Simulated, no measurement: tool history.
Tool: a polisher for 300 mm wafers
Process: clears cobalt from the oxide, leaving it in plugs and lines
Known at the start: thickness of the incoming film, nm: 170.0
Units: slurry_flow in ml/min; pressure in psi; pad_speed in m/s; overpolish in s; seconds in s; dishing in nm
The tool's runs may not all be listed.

| run | hour | slurry_flow | pressure | pad_speed | overpolish | seconds | dishing |
|---|---|---|---|---|---|---|---|
| 1 | 0 | 250 | 1.3 | 1.3 | 28 | 36.898 | 49.754 |
| 2 | 6.5 | 250 | 1.3 | 1.3 | 39 | 35.927 | 54.772 |
| 3 | 13.4 | 295 | 1.3 | 1.3 | 39 | 35.417 | 53.295 |
| 4 | 14.7 | 295 | 1.3 | 1.3 | 35 | 35.774 | 52.962 |
| 5 | 17.3 | 255 | 1.3 | 1.3 | 35 | 35.313 | 54.729 |
| 6 | 19.9 | 290 | 1.3 | 1.3 | 35 | 34.18 | 55.657 |

The next listed run, before its measurement:
| 7 | 26.8 | 275 | 1.1 | 1.26 | 32 | ? | ? |

seconds: 41.935 s
dishing: 51.478 nm

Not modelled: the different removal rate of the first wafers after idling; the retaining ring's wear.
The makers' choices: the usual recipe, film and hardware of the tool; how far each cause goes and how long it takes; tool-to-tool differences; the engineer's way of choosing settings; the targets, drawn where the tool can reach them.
